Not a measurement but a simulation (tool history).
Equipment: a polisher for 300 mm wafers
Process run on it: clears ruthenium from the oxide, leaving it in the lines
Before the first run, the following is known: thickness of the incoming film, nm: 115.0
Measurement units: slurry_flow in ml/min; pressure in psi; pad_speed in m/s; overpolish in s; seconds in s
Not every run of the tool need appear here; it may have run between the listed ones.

{"run": 1, "hour": 0.0, "slurry_flow": 210, "pressure": 2.7, "pad_speed": 1, "overpolish": 5, "seconds": 90.793}
{"run": 2, "hour": 6.8, "slurry_flow": 210, "pressure": 2.5, "pad_speed": 1, "overpolish": 5, "seconds": 97.118}
{"run": 3, "hour": 15.7, "slurry_flow": 210, "pressure": 2.4, "pad_speed": 1, "overpolish": 5, "seconds": 101.42}
{"run": 4, "hour": 23.0, "slurry_flow": 210, "pressure": 2.8, "pad_speed": 1, "overpolish": 5, "seconds": 86.858}
{"run": 5, "hour": 31.1, "slurry_flow": 210, "pressure": 2.3, "pad_speed": 1, "overpolish": 5, "seconds": 105.39}
{"run": 6, "hour": 32.8, "slurry_flow": 250, "pressure": 2.3, "pad_speed": 1, "overpolish": 5, "seconds": 102.06}
{"run": 7, "hour": 38.8, "slurry_flow": 245, "pressure": 2.3, "pad_speed": 1, "overpolish": 5, "seconds": 101.53}
{"run": 8, "hour": 39.7, "slurry_flow": 240, "pressure": 2.3, "pad_speed": 1, "overpolish": 5, "seconds": 102.09}

Predict the results of run 9:
{"run": 9, "hour": 43.5, "slurry_flow": 235, "pressure": 2.3, "pad_speed": 1, "overpolish": 5, "seconds": "?"}

seconds: 103.59 s
